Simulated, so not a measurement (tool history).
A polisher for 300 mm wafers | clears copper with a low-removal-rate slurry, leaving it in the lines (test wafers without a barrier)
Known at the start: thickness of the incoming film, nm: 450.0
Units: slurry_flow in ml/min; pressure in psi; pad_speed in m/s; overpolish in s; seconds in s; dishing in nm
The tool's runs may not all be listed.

run    day  slurry_flow  pressure  pad_speed  slurry_solids  overpolish  seconds  dishing
  1  0.000          155       4.0       0.90            1.0          11   88.040   39.136
  2  0.221          155       4.0       1.12            1.0          11   74.765   45.539
  3  0.592          155       4.0       1.12            1.0          16   76.658   62.206
  4  0.762          155       4.0       1.12            1.0          15   74.295   58.945
  5  1.033          140       4.0       1.12            1.0          15   76.132   56.643
  6  1.096          140       4.0       0.90            1.0          15   90.125   50.378
  7  1.400          145       4.1       0.90            1.0          14   88.038   48.130
  8  1.704          150       4.1       0.90            1.0          14   85.867   48.121
  9  1.854          155       4.1       0.90            1.0          14   87.348   49.578
 10  1.971          155       4.2       0.90            1.0          14   83.891   51.892
     2.258  -- head pressure recalibrated
 11  2.258          150       4.3       0.92            1.0          13   90.258   44.085
 12  2.367          155       4.2       0.92            1.0          13   90.647   44.688

Forecast run 13:
 13  2.625          150       4.2       0.94            1.0          13        ?        ?

{"run 13": {"seconds": 91.314, "dishing": 44.15}}
